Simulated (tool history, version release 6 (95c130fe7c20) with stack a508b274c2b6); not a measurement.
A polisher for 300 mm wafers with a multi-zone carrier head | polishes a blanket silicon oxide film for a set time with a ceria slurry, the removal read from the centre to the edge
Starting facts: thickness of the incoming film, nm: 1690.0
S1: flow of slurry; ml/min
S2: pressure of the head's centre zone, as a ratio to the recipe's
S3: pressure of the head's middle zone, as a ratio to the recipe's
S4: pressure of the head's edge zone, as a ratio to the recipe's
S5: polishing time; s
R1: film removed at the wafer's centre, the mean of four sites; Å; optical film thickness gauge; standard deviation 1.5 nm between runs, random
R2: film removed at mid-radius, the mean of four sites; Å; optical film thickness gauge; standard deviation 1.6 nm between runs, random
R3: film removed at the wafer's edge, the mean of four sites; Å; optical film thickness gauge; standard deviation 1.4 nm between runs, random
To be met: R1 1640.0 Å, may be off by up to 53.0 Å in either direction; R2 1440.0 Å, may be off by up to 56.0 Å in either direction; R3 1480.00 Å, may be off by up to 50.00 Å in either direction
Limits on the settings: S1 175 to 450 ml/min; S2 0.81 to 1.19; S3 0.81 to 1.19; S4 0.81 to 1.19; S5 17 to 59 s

Run 1, hour 0.0: S1 290 ml/min, S2 1.00, S3 1.00, S4 1.00, S5 38 s. Result: R1 1025.5 Å, R2 1035.1 Å, R3 1020.70 Å.
Run 2, hour 3.6: S1 295 ml/min, S2 1.03, S3 1.01, S4 1.03, S5 40 s. Result: R1 1131.0 Å, R2 1087.0 Å, R3 1097.30 Å.
Run 3, hour 5.3: S1 295 ml/min, S2 1.12, S3 1.01, S4 1.03, S5 40 s. Result: R1 1219.1 Å, R2 1082.8 Å, R3 1107.20 Å.
Run 4, hour 12.7: S1 295 ml/min, S2 1.12, S3 1.09, S4 1.03, S5 40 s. Result: R1 1242.3 Å, R2 1152.0 Å, R3 1104.00 Å.
Run 5, hour 20.0: S1 295 ml/min, S2 1.12, S3 1.09, S4 1.03, S5 44 s. Result: R1 1347.5 Å, R2 1278.5 Å, R3 1210.10 Å.
Run 6, hour 27.6: S1 295 ml/min, S2 1.12, S3 1.09, S4 1.03, S5 36 s. Result: R1 1100.6 Å, R2 1036.7 Å, R3 982.64 Å.
Run 7, hour 32.0: S1 300 ml/min, S2 1.13, S3 1.09, S4 1.06, S5 39 s. Result: R1 1208.5 Å, R2 1106.1 Å, R3 1084.70 Å.
Run 8, hour 35.7: S1 305 ml/min, S2 1.14, S3 1.10, S4 1.08, S5 41 s. Result: R1 1299.1 Å, R2 1214.5 Å, R3 1129.90 Å.
Run 9, hour 43.0: S1 295 ml/min, S2 1.14, S3 1.08, S4 1.08, S5 43 s. Result: R1 1333.5 Å, R2 1233.5 Å, R3 1188.60 Å.
Run 10, hour 49.4: S1 300 ml/min, S2 1.14, S3 1.06, S4 1.09, S5 45 s. Result: R1 1412.2 Å, R2 1263.7 Å, R3 1273.80 Å.

Below are 4 possible settings for the next run. Only one of them brings all results inside the allowed miss of their targets. Which is it?
Run A, hour 55.8: S1 290 ml/min, S2 1.15, S3 1.03, S4 1.10, S5 52 s. Result: R1 ?, R2 ?, R3 ?.
Run B, hour 55.8: S1 310 ml/min, S2 0.94, S3 1.15, S4 1.06, S5 52 s. Result: R1 ?, R2 ?, R3 ?.
Run C, hour 55.8: S1 260 ml/min, S2 1.16, S3 0.82, S4 1.18, S5 48 s. Result: R1 ?, R2 ?, R3 ?.
Run D, hour 55.8: S1 260 ml/min, S2 0.81, S3 0.94, S4 1.19, S5 55 s. Result: R1 ?, R2 ?, R3 ?.

move      R1      R2       R3
   A  1654.1  1462.6  1470.40
   B  1360.9  1619.4  1448.10
   C  1518.2  1103.5  1398.80
   D  1212.3  1418.1  1607.30
A: hits every target within its allowed miss
B: further off than the last run
C: further off than the last run
D: further off than the last run
Go with A: it meets all targets.
